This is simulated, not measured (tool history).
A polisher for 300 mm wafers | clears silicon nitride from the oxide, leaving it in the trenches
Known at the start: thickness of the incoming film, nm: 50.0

| run | hour | flow of slurry (ml/min) | pressure of the wafer on the pad (kPa) | speed of the pad under the wafer (m/s) | overpolish time after the end point (s) | time until the end point was called (s) |
|---|---|---|---|---|---|---|
| 1 | 0.0 | 145 | 15.2 | 0.84 | 17 | 78.271 |
| 2 | 5.3 | 145 | 12.4 | 0.84 | 17 | 93.885 |
| 3 | 13.6 | 160 | 12.4 | 0.84 | 17 | 87.365 |
| 4 | 19.0 | 170 | 13.8 | 0.84 | 17 | 81.835 |
| 5 | 27.1 | 170 | 13.8 | 0.64 | 17 | 98.291 |
| 6 | 34.0 | 170 | 13.8 | 0.54 | 17 | 108.840 |
| 7 | 41.5 | 175 | 16.5 | 0.56 | 17 | 88.301 |
| 8 | 49.8 | 180 | 17.9 | 0.58 | 17 | 82.017 |
| 9 | 55.2 | 180 | 17.9 | 0.58 | 17 | 79.424 |

Run 10 comes next. What will it give?
| 10 | 56.4 | 180 | 19.3 | 0.60 | 17 | ? |

time until the end point was called (s): 72.877
